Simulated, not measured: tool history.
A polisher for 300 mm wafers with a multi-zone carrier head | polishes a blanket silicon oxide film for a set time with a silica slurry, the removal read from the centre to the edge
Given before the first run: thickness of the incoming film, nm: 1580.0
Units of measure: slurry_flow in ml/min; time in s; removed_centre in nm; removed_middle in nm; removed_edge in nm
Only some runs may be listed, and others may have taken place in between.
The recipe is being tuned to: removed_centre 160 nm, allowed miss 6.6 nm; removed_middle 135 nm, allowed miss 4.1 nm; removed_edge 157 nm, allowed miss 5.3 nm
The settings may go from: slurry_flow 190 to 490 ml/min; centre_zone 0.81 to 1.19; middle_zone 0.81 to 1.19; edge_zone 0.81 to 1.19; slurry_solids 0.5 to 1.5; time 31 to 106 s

run,hour,slurry_flow,centre_zone,middle_zone,edge_zone,slurry_solids,time,removed_centre,removed_middle,removed_edge
1,0,315,1,1,1,1,68,141.74,136.8,140.69
2,0.5,320,1.01,0.99,1.02,1,68,142.8,134.44,141.04
3,3.5,320,1.01,0.99,1.02,1,51,105.92,103.67,106.79
4,10.4,365,1.01,0.99,1.02,1,51,108.81,102.68,106.01
5,17.1,365,1.01,1.04,1.02,1,51,108.56,107.46,106.55
6,21.7,365,1.02,1.02,1.04,1.1,52,117.39,113.71,118.19
# hour 28: worn pad replaced by a new one
7,28,370,1.04,1.02,1.06,1.15,52,138.68,130.18,135.37
8,31,365,1.05,1.01,1.08,1.15,52,142.4,127.48,131.44
9,35.8,365,1.04,0.99,1.1,1.2,52,138.25,129.64,137.91
10,42.5,370,1.05,0.97,1.11,1.2,52,142.69,128.13,136.45

Next run, 5 choices. One meets every target within its allowed miss, the rest don't. Which?
A,49.2,365,0.84,0.92,1.18,1.5,54,?,?,?
B,49.2,365,0.93,0.87,1.16,1.5,51,?,?,?
C,49.2,360,1.05,1.13,1.04,1.1,52,?,?,?
D,49.2,235,1.09,0.94,1.18,1.1,62,?,?,?
E,49.2,400,1.07,0.99,1.09,1.1,48,?,?,?

move,removed_centre,removed_middle,removed_edge
A,129.48,138.75,161.24
B,135.47,125.06,151.24
C,135.8,137.98,127.43
D,159.18,134.05,155.02
E,128.85,114.77,120.99
A: meets the target for the result that was furthest off, but another lies outside its allowed miss
B: roughly where the last run was
C: its largest miss is bigger than the last run's
D: hits every target within its allowed miss
E: its largest miss is bigger than the last run's
So the answer is move D, the one that meets all the targets.

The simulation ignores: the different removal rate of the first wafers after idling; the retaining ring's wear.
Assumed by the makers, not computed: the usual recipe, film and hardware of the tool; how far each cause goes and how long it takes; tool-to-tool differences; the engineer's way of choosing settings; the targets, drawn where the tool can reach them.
